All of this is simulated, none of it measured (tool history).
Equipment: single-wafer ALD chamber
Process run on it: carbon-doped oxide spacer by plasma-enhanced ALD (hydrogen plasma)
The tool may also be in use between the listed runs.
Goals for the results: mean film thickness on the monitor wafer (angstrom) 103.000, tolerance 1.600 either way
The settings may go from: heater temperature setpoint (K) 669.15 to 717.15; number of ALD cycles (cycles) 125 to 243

| run | hour | heater temperature setpoint (K) | number of ALD cycles (cycles) | mean film thickness on the monitor wafer (angstrom) |
|---|---|---|---|---|
| 1 | 0.0 | 693.15 | 184 | 91.116 |
| 2 | 2.4 | 693.15 | 170 | 83.962 |
| 3 | 7.5 | 701.15 | 170 | 82.863 |
| 4 | 14.7 | 691.15 | 170 | 84.847 |
| 5 | 23.6 | 691.15 | 187 | 93.730 |
| 6 | 26.5 | 691.15 | 162 | 81.051 |
| 7 | 29.4 | 688.15 | 172 | 86.379 |
| 8 | 36.8 | 685.15 | 179 | 91.115 |
| 9 | 42.2 | 682.15 | 183 | 93.021 |
| 10 | 43.8 | 681.15 | 187 | 95.386 |
| 11 | 48.9 | 680.15 | 190 | 97.640 |
| 12 | 53.7 | 680.15 | 190 | 97.605 |
| 13 | 61.3 | 679.15 | 192 | 99.241 |

Pick the move, out of 4, that brings all results within their allowed miss; only one does.
| A | 68.9 | 686.15 | 184 | ? |
| B | 68.9 | 680.15 | 201 | ? |
| C | 68.9 | 680.15 | 190 | ? |
| D | 68.9 | 672.15 | 179 | ? |

| move | mean film thickness on the monitor wafer (angstrom) |
|---|---|
| A | 93.130 |
| B | 103.420 |
| C | 97.757 |
| D | 94.093 |
A: further off than the last run
B: all results land within tolerance of their targets
C: further off than the last run
D: further off than the last run
So the answer is move B, the one that meets all the targets.
